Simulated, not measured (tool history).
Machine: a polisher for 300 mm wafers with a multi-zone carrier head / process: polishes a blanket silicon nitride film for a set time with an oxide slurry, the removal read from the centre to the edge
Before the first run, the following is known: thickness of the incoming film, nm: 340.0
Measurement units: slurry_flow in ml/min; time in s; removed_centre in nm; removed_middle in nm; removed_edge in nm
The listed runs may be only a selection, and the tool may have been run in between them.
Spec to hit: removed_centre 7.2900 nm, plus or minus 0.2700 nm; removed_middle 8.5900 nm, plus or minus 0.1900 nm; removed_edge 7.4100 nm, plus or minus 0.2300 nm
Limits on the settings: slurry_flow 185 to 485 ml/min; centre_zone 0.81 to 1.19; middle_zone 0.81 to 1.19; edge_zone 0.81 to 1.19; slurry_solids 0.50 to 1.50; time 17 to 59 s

Run 1, hour 0.0: slurry_flow 310 ml/min, centre_zone 1.00, middle_zone 1.00, edge_zone 1.00, slurry_solids 1.00, time 38 s. Result: removed_centre 18.1750 nm, removed_middle 18.2600 nm, removed_edge 17.9580 nm.
Run 2, hour 2.7: slurry_flow 300 ml/min, centre_zone 0.97, middle_zone 1.01, edge_zone 0.96, slurry_solids 0.90, time 33 s. Result: removed_centre 14.4080 nm, removed_middle 14.8400 nm, removed_edge 14.2270 nm.
Run 3, hour 9.3: slurry_flow 300 ml/min, centre_zone 0.97, middle_zone 1.01, edge_zone 1.01, slurry_solids 0.90, time 33 s. Result: removed_centre 14.0900 nm, removed_middle 14.9220 nm, removed_edge 14.3570 nm.
Run 4, hour 17.5: slurry_flow 300 ml/min, centre_zone 1.04, middle_zone 1.01, edge_zone 1.01, slurry_solids 0.90, time 33 s. Result: removed_centre 15.1710 nm, removed_middle 14.7490 nm, removed_edge 14.5560 nm.
Run 5, hour 18.3: slurry_flow 290 ml/min, centre_zone 1.00, middle_zone 1.02, edge_zone 0.98, slurry_solids 0.80, time 30 s. Result: removed_centre 11.8870 nm, removed_middle 12.1420 nm, removed_edge 11.8460 nm.
Run 6, hour 23.4: slurry_flow 280 ml/min, centre_zone 0.99, middle_zone 1.05, edge_zone 0.95, slurry_solids 0.75, time 29 s. Result: removed_centre 10.7940 nm, removed_middle 11.4090 nm, removed_edge 10.5920 nm.
Run 7, hour 31.2: slurry_flow 260 ml/min, centre_zone 0.97, middle_zone 1.06, edge_zone 0.93, slurry_solids 0.70, time 29 s. Result: removed_centre 9.5102 nm, removed_middle 10.5380 nm, removed_edge 9.6869 nm.
Run 8, hour 33.4: slurry_flow 245 ml/min, centre_zone 0.97, middle_zone 1.07, edge_zone 0.90, slurry_solids 0.65, time 29 s. Result: removed_centre 8.6520 nm, removed_middle 9.5874 nm, removed_edge 8.5624 nm.
Run 9, hour 37.0: slurry_flow 230 ml/min, centre_zone 0.96, middle_zone 1.07, edge_zone 0.89, slurry_solids 0.65, time 29 s. Result: removed_centre 8.5022 nm, removed_middle 9.4603 nm, removed_edge 8.4356 nm.
Run 10, hour 41.4: slurry_flow 225 ml/min, centre_zone 0.89, middle_zone 1.07, edge_zone 0.81, slurry_solids 0.50, time 28 s. Result: removed_centre 4.8113 nm, removed_middle 5.9037 nm, removed_edge 5.0282 nm.
Run 11, hour 44.7: slurry_flow 215 ml/min, centre_zone 0.91, middle_zone 1.09, edge_zone 0.84, slurry_solids 0.50, time 27 s. Result: removed_centre 4.8062 nm, removed_middle 5.6892 nm, removed_edge 4.8888 nm.
Run 12, hour 50.5: slurry_flow 275 ml/min, centre_zone 0.92, middle_zone 1.09, edge_zone 0.86, slurry_solids 0.50, time 27 s. Result: removed_centre 5.0370 nm, removed_middle 5.9091 nm, removed_edge 5.1378 nm.
Run 13, hour 52.5: slurry_flow 255 ml/min, centre_zone 0.94, middle_zone 1.11, edge_zone 0.90, slurry_solids 0.50, time 27 s. Result: removed_centre 4.9852 nm, removed_middle 5.9221 nm, removed_edge 5.1231 nm.
Run 14, hour 61.2: slurry_flow 240 ml/min, centre_zone 0.96, middle_zone 1.12, edge_zone 0.91, slurry_solids 0.55, time 27 s. Result: removed_centre 6.1510 nm, removed_middle 7.1838 nm, removed_edge 6.1979 nm.
Run 15, hour 65.8: slurry_flow 230 ml/min, centre_zone 0.97, middle_zone 1.13, edge_zone 0.93, slurry_solids 0.55, time 27 s. Result: removed_centre 6.2582 nm, removed_middle 7.2436 nm, removed_edge 6.2372 nm.
Run 16, hour 70.0: slurry_flow 225 ml/min, centre_zone 0.98, middle_zone 1.14, edge_zone 0.96, slurry_solids 0.55, time 27 s. Result: removed_centre 6.3275 nm, removed_middle 7.2087 nm, removed_edge 6.1826 nm.
Run 17, hour 75.4: slurry_flow 315 ml/min, centre_zone 0.95, middle_zone 1.16, edge_zone 1.03, slurry_solids 0.80, time 27 s. Result: removed_centre 10.3960 nm, removed_middle 12.3100 nm, removed_edge 10.8420 nm.
Run 18, hour 83.1: slurry_flow 290 ml/min, centre_zone 0.94, middle_zone 1.14, edge_zone 0.98, slurry_solids 0.80, time 27 s. Result: removed_centre 10.1590 nm, removed_middle 12.0440 nm, removed_edge 10.4210 nm.
Run 19, hour 91.5: slurry_flow 290 ml/min, centre_zone 0.94, middle_zone 1.14, edge_zone 0.98, slurry_solids 0.80, time 27 s. Result: removed_centre 10.1650 nm, removed_middle 12.0160 nm, removed_edge 10.4260 nm.
Run 20, hour 97.7: slurry_flow 285 ml/min, centre_zone 0.93, middle_zone 1.12, edge_zone 0.94, slurry_solids 0.75, time 27 s. Result: removed_centre 9.3722 nm, removed_middle 11.1070 nm, removed_edge 9.9239 nm.
Run 21, hour 101.0: slurry_flow 260 ml/min, centre_zone 0.93, middle_zone 1.11, edge_zone 1.00, slurry_solids 0.75, time 30 s. Result: removed_centre 10.2250 nm, removed_middle 12.2240 nm, removed_edge 10.9530 nm.
Run 22, hour 105.4: slurry_flow 215 ml/min, centre_zone 0.94, middle_zone 1.14, edge_zone 0.90, slurry_solids 0.50, time 22 s. Result: removed_centre 4.0044 nm, removed_middle 4.8367 nm, removed_edge 4.1122 nm.
Run 23, hour 109.6: slurry_flow 225 ml/min, centre_zone 0.95, middle_zone 1.15, edge_zone 0.94, slurry_solids 0.55, time 22 s. Result: removed_centre 4.9953 nm, removed_middle 5.8846 nm, removed_edge 5.0887 nm.
Run 24, hour 113.3: slurry_flow 220 ml/min, centre_zone 0.95, middle_zone 1.16, edge_zone 0.96, slurry_solids 0.60, time 22 s. Result: removed_centre 5.6119 nm, removed_middle 6.8824 nm, removed_edge 5.8724 nm.
Run 25, hour 120.6: slurry_flow 210 ml/min, centre_zone 0.97, middle_zone 1.17, edge_zone 0.99, slurry_solids 0.60, time 22 s. Result: removed_centre 5.7379 nm, removed_middle 6.8170 nm, removed_edge 5.8595 nm.

Which one of the following 5 next-run settings gets every result inside its allowed miss? There is exactly one.
Run A, hour 127.9: slurry_flow 190 ml/min, centre_zone 0.99, middle_zone 1.18, edge_zone 0.98, slurry_solids 0.55, time 32 s. Result: removed_centre ?, removed_middle ?, removed_edge ?.
Run B, hour 127.9: slurry_flow 190 ml/min, centre_zone 1.07, middle_zone 1.18, edge_zone 0.97, slurry_solids 0.65, time 25 s. Result: removed_centre ?, removed_middle ?, removed_edge ?.
Run C, hour 127.9: slurry_flow 200 ml/min, centre_zone 1.06, middle_zone 1.17, edge_zone 0.98, slurry_solids 0.55, time 32 s. Result: removed_centre ?, removed_middle ?, removed_edge ?.
Run D, hour 127.9: slurry_flow 255 ml/min, centre_zone 0.99, middle_zone 1.15, edge_zone 0.88, slurry_solids 0.65, time 25 s. Result: removed_centre ?, removed_middle ?, removed_edge ?.
Run E, hour 127.9: slurry_flow 225 ml/min, centre_zone 0.95, middle_zone 1.19, edge_zone 0.92, slurry_solids 0.80, time 20 s. Result: removed_centre ?, removed_middle ?, removed_edge ?.

move  removed_centre  removed_middle  removed_edge
   A          7.3387          8.4735        7.4150
   B          7.9888          8.5377        7.4406
   C          7.9350          8.4882        7.4678
   D          7.7908          8.7545        7.3942
   E          7.3660          8.8964        7.4606
A: all results land within tolerance of their targets
B: puts the biggest miss on target and leaves a different result outside tolerance
C: puts the biggest miss on target and leaves a different result outside tolerance
D: puts the biggest miss on target and leaves a different result outside tolerance
E: moves the result that the last run missed by most past its target, out the other side
The move that meets every target is A.

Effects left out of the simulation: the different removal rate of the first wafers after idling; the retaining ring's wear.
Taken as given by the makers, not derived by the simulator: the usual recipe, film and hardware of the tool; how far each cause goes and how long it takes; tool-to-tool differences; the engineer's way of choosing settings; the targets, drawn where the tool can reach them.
